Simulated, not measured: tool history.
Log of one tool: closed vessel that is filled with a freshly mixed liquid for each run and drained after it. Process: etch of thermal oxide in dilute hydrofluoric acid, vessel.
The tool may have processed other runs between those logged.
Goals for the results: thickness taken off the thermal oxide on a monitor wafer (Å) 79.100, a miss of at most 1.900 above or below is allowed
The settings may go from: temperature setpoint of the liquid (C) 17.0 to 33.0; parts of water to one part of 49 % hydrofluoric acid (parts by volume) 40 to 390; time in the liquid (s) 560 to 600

run  hour  temperature setpoint of the liquid (C)  parts of water to one part of 49 % hydrofluoric acid (parts by volume)  time in the liquid (s)  thickness taken off the thermal oxide on a monitor wafer (Å)
  1   0.0                                    25.0                                                                     215                     560                                                       121.660
  2   7.2                                    24.0                                                                     220                     560                                                       115.230
  3  13.1                                    23.5                                                                     225                     560                                                       110.860
  4  14.9                                    23.5                                                                     180                     560                                                       142.800
  5  22.2                                    23.0                                                                     190                     560                                                       130.900
  6  25.1                                    23.0                                                                     190                     600                                                       141.390
  7  32.4                                    22.5                                                                     195                     600                                                       133.770
  8  38.5                                    22.0                                                                     200                     600                                                       128.900
  9  42.4                                    21.5                                                                     205                     600                                                       121.160
 10  45.3                                    21.0                                                                     210                     600                                                       115.940
 11  50.8                                    20.5                                                                     215                     600                                                       109.870

Exactly one of the 5 candidate moves below puts every result within its allowed miss. Which one?
  A  56.3                                    17.5                                                                     150                     600                                                             ?
  B  56.3                                    21.0                                                                     250                     560                                                             ?
  C  56.3                                    19.0                                                                     265                     585                                                             ?
  D  56.3                                    20.0                                                                     280                     560                                                             ?
  E  56.3                                    24.5                                                                     340                     600                                                             ?

move  thickness taken off the thermal oxide on a monitor wafer (Å)
   A                                                       151.210
   B                                                        88.107
   C                                                        79.465
   D                                                        73.721
   E                                                        72.115
A: lands further from the targets than the last run did
B: gains on the last run, yet a result remains outside its allowed miss
C: in spec on every target
D: carries the result that was furthest off beyond its target, to the other side
E: carries the result that was furthest off beyond its target, to the other side
The move that meets every target is C.
